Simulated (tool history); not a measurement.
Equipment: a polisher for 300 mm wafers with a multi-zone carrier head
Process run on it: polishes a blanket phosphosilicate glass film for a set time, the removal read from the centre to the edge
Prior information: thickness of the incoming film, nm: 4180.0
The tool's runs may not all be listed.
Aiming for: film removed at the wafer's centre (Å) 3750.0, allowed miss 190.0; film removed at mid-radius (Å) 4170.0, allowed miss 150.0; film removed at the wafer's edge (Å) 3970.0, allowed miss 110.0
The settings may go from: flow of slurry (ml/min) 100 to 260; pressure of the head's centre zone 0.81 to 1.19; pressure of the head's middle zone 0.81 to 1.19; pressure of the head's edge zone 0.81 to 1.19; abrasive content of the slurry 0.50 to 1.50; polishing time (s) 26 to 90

run	hour	flow of slurry (ml/min)	pressure of the head's centre zone	pressure of the head's middle zone	pressure of the head's edge zone	abrasive content of the slurry	polishing time (s)	film removed at the wafer's centre (Å)	film removed at mid-radius (Å)	film removed at the wafer's edge (Å)
1	0.0	165	1.00	1.00	1.00	1.00	58	4947.8	5028.6	4833.7
2	8.6	165	1.00	1.00	1.00	1.00	71	5986.7	6097.4	6081.9
3	16.0	160	0.99	1.00	0.99	0.95	70	5833.5	5857.3	5690.6
4	22.2	160	0.99	1.00	1.04	0.95	70	5794.3	5858.8	5856.9
5	25.4	160	1.06	1.00	1.04	0.95	70	6262.5	5912.9	5937.4
6	28.6	160	1.06	0.94	1.04	0.95	70	6281.4	5547.0	5959.9
7	30.2	160	1.06	0.94	1.04	0.95	70	6217.7	5538.3	5824.3
8	38.0	155	1.03	0.94	1.02	0.90	70	5985.4	5540.6	5709.4
9	43.3	150	1.01	0.93	1.02	0.85	69	5648.9	5292.4	5462.5
10	50.8	115	0.91	0.92	0.92	0.60	64	3853.1	4028.9	4187.7
11	57.1	115	0.91	0.93	0.91	0.60	64	3794.7	3995.3	4143.8
12	57.8	115	0.91	0.94	0.90	0.60	64	3836.6	4209.4	4058.8

5 candidate next runs follow, results not yet known. Just one meets every target within its allowed miss. Identify it.
A	58.5	120	0.89	1.10	1.17	0.55	62	?	?	?
B	58.5	135	0.96	0.92	0.98	0.60	61	?	?	?
C	58.5	100	0.82	0.95	0.89	0.65	63	?	?	?
D	58.5	115	0.87	0.94	0.82	0.50	69	?	?	?
E	58.5	140	0.92	0.94	0.98	0.65	61	?	?	?

move	film removed at the wafer's centre (Å)	film removed at mid-radius (Å)	film removed at the wafer's edge (Å)
A	3618.4	4453.0	4403.2
B	4053.9	3967.5	4160.9
C	3444.6	4095.5	4060.9
D	3767.1	4164.7	3983.5
E	4024.6	4182.8	4299.0
A: its largest miss is bigger than the last run's
B: its largest miss is bigger than the last run's
C: gets the furthest-off result to its target, but another result is out of tolerance
D: all results in spec
E: its largest miss is bigger than the last run's
Answer: D
